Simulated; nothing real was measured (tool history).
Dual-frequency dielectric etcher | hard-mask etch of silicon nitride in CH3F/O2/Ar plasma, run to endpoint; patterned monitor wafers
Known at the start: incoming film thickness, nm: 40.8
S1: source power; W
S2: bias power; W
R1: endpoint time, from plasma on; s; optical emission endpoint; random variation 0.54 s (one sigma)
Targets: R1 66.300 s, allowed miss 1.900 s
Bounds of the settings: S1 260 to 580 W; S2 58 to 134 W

Run 1, hour 0.0: S1 420 W, S2 96 W. Result: R1 54.987 s.
Run 2, hour 8.7: S1 420 W, S2 110 W. Result: R1 51.873 s.
Run 3, hour 16.7: S1 440 W, S2 110 W. Result: R1 51.591 s.
Run 4, hour 23.5: S1 440 W, S2 93 W. Result: R1 55.009 s.
Run 5, hour 24.6: S1 440 W, S2 107 W. Result: R1 51.818 s.
Run 6, hour 32.8: S1 440 W, S2 121 W. Result: R1 48.667 s.
Run 7, hour 41.4: S1 420 W, S2 116 W. Result: R1 50.424 s.
Run 8, hour 46.4: S1 420 W, S2 116 W. Result: R1 51.541 s.
Run 9, hour 47.1: S1 340 W, S2 97 W. Result: R1 60.943 s.
Run 10, hour 53.8: S1 330 W, S2 97 W. Result: R1 61.285 s.

Which of these 4 next moves meets every target?
Run A, hour 60.5: S1 350 W, S2 77 W. Result: R1 ?.
Run B, hour 60.5: S1 320 W, S2 98 W. Result: R1 ?.
Run C, hour 60.5: S1 350 W, S2 92 W. Result: R1 ?.
Run D, hour 60.5: S1 320 W, S2 105 W. Result: R1 ?.

move      R1
   A  65.032
   B  61.074
   C  60.302
   D  59.286
A: meets every target
B: as far off as the last run
C: further off than the last run
D: further off than the last run
Answer: A

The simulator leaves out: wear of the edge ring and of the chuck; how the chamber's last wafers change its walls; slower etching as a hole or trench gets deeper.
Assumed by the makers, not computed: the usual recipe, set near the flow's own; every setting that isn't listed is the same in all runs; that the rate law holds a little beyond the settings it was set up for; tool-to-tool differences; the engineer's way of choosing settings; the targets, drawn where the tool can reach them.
